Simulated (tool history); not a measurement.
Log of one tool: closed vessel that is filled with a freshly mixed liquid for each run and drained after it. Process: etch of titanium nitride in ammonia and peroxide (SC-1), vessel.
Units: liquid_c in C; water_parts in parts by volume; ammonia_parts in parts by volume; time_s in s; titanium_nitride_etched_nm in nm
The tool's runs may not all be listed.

| run | hour | liquid_c | water_parts | ammonia_parts | time_s | titanium_nitride_etched_nm |
|---|---|---|---|---|---|---|
| 1 | 0 | 53 | 11.5 | 1 | 295 | 25.043 |
| 2 | 6.8 | 59 | 11.5 | 1 | 295 | 37.482 |
| 3 | 12.6 | 55.5 | 11.5 | 1 | 295 | 29.901 |
| 4 | 13.3 | 53 | 11.5 | 1 | 295 | 24.959 |
| 5 | 22.1 | 53 | 11.5 | 0.75 | 295 | 24.28 |
| 6 | 30.7 | 51 | 11.5 | 0.75 | 295 | 20.831 |

Forecast run 7:
| 7 | 36.7 | 49.5 | 11.5 | 0.75 | 295 | ? |

Run 7 gave titanium_nitride_etched_nm 18.696 nm.

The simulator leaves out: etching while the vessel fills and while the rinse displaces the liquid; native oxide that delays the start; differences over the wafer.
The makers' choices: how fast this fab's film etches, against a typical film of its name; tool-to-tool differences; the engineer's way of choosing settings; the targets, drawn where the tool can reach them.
